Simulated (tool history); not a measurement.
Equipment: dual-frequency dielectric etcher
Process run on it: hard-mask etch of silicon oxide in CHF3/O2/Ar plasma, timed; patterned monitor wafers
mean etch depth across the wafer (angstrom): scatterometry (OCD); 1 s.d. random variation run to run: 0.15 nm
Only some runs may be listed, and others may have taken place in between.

| run | hour | source power (W) | bias power (W) | etch time (s) | mean etch depth across the wafer (angstrom) |
|---|---|---|---|---|---|
| 1 | 0.0 | 780 | 226 | 15.0 | 358.67 |
| 2 | 8.1 | 830 | 228 | 15.0 | 365.94 |
| 3 | 9.8 | 830 | 228 | 13.5 | 327.24 |
| 4 | 14.8 | 870 | 247 | 13.5 | 339.47 |
| 5 | 19.2 | 910 | 260 | 14.0 | 363.39 |
| 6 | 28.2 | 830 | 260 | 14.0 | 354.15 |
| 7 | 35.2 | 870 | 272 | 14.0 | 364.91 |

Run 8 comes next. What will it give?
| 8 | 38.4 | 870 | 272 | 14.0 | ? |

mean etch depth across the wafer (angstrom): 365.18
